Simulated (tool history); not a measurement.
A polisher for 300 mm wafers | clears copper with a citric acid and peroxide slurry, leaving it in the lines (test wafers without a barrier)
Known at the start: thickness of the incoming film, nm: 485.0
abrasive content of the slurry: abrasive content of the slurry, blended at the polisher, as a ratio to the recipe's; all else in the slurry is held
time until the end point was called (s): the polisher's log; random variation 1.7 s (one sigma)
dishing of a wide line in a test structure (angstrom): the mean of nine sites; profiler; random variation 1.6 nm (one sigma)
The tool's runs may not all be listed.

run	day	flow of slurry (ml/min)	pressure of the wafer on the pad (kPa)	speed of the pad under the wafer (cm/s)	abrasive content of the slurry	overpolish time after the end point (s)	time until the end point was called (s)	dishing of a wide line in a test structure (angstrom)
1	0	250	24.1	136	1	19	137.53	503.29
2	0.35	250	25.5	136	1	19	133.36	512.84
3	0.479	250	26.9	136	1	19	127.5	544.31
4	0.554	250	26.9	136	0.95	19	130.05	534.43
5	0.829	250	28.3	136	0.95	19	123.66	551.68
6	1.125	250	28.3	136	0.75	19	133.62	509.32
7	1.15	250	29.6	136	0.75	19	126.77	511.34
8	1.367	250	30.3	136	0.75	20	127.05	548.98
9	1.7	250	31.7	136	0.75	20	125.86	591.91
10	1.888	250	33.1	138	0.75	20	118.1	579.85
11	1.938	250	33.8	138	0.75	20	115.58	619.81

The next listed run, before its measurement:
12	2.304	250	34.5	138	0.75	20	?	?

Run 12 gave time until the end point was called (s) 112.64, dishing of a wide line in a test structure (angstrom) 636.95.
